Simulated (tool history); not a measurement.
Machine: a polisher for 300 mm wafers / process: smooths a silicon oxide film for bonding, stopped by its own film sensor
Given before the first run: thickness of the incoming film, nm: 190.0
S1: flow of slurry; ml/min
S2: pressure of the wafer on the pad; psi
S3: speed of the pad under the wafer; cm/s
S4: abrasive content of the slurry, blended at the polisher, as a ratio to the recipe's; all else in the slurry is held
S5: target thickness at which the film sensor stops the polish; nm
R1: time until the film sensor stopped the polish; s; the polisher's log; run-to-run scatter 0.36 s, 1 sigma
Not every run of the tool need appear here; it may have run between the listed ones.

Run 1, day 0.000: S1 165 ml/min, S2 1.8 psi, S3 86 cm/s, S4 1.0, S5 172 nm. Result: R1 34.837 s.
Run 2, day 0.358: S1 165 ml/min, S2 1.9 psi, S3 86 cm/s, S4 1.0, S5 172 nm. Result: R1 33.448 s.
Run 3, day 0.642: S1 165 ml/min, S2 2.0 psi, S3 86 cm/s, S4 1.0, S5 172 nm. Result: R1 31.995 s.
Run 4, day 0.671: S1 165 ml/min, S2 2.1 psi, S3 86 cm/s, S4 1.0, S5 172 nm. Result: R1 31.131 s.
Run 5, day 0.846: S1 165 ml/min, S2 2.1 psi, S3 86 cm/s, S4 0.9, S5 172 nm. Result: R1 32.808 s.
Run 6, day 1.054: S1 165 ml/min, S2 2.2 psi, S3 86 cm/s, S4 0.9, S5 172 nm. Result: R1 30.745 s.

What does the tool deliver on the next run?
Run 7, day 1.162: S1 165 ml/min, S2 2.3 psi, S3 86 cm/s, S4 0.9, S5 172 nm. Result: R1 ?.

R1: 29.821 s
